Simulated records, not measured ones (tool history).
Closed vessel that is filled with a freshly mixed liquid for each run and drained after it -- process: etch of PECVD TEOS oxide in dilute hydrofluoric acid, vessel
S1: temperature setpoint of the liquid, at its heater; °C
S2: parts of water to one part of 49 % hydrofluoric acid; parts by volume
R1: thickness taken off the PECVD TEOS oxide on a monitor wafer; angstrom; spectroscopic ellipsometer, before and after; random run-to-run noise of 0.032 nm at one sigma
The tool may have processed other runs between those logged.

{"run": 1, "hour": 0.0, "S1": 22, "S2": 155, "time in the liquid (s)": 70, "R1": 31.649}
{"run": 2, "hour": 6.6, "S1": 23, "S2": 150, "time in the liquid (s)": 70, "R1": 34.097}
{"run": 3, "hour": 12.9, "S1": 23.5, "S2": 145, "time in the liquid (s)": 70, "R1": 36.393}
{"run": 4, "hour": 14.2, "S1": 23.5, "S2": 200, "time in the liquid (s)": 70, "R1": 24.279}
{"run": 5, "hour": 22.3, "S1": 24, "S2": 190, "time in the liquid (s)": 70, "R1": 26.316}
{"run": 6, "hour": 30.9, "S1": 24, "S2": 190, "time in the liquid (s)": 70, "R1": 26.737}
{"run": 7, "hour": 37.1, "S1": 24.5, "S2": 185, "time in the liquid (s)": 70, "R1": 27.918}
{"run": 8, "hour": 41.8, "S1": 25, "S2": 180, "time in the liquid (s)": 70, "R1": 29.365}
{"run": 9, "hour": 44.9, "S1": 25.5, "S2": 175, "time in the liquid (s)": 70, "R1": 31.012}
{"run": 10, "hour": 53.6, "S1": 26, "S2": 170, "time in the liquid (s)": 70, "R1": 32.746}
{"run": 11, "hour": 55.9, "S1": 26.5, "S2": 165, "time in the liquid (s)": 70, "R1": 35.02}
{"run": 12, "hour": 57.9, "S1": 27, "S2": 160, "time in the liquid (s)": 70, "R1": 36.643}
{"run": 13, "hour": 64.4, "S1": 27.5, "S2": 155, "time in the liquid (s)": 70, "R1": 38.588}
{"run": 14, "hour": 67.4, "S1": 27.5, "S2": 150, "time in the liquid (s)": 70, "R1": 40.668}
{"run": 15, "hour": 73.9, "S1": 27.5, "S2": 145, "time in the liquid (s)": 70, "R1": 41.995}
{"run": 16, "hour": 75.3, "S1": 29, "S2": 130, "time in the liquid (s)": 70, "R1": 50.72}
{"run": 17, "hour": 77.0, "S1": 29.5, "S2": 130, "time in the liquid (s)": 70, "R1": 51.765}
{"run": 18, "hour": 79.6, "S1": 30, "S2": 130, "time in the liquid (s)": 70, "R1": 52.491}

Run 19 is up next; what results do you expect?
{"run": 19, "hour": 88.9, "S1": 30, "S2": 125, "time in the liquid (s)": 70, "R1": "?"}

R1: 55.606 angstrom
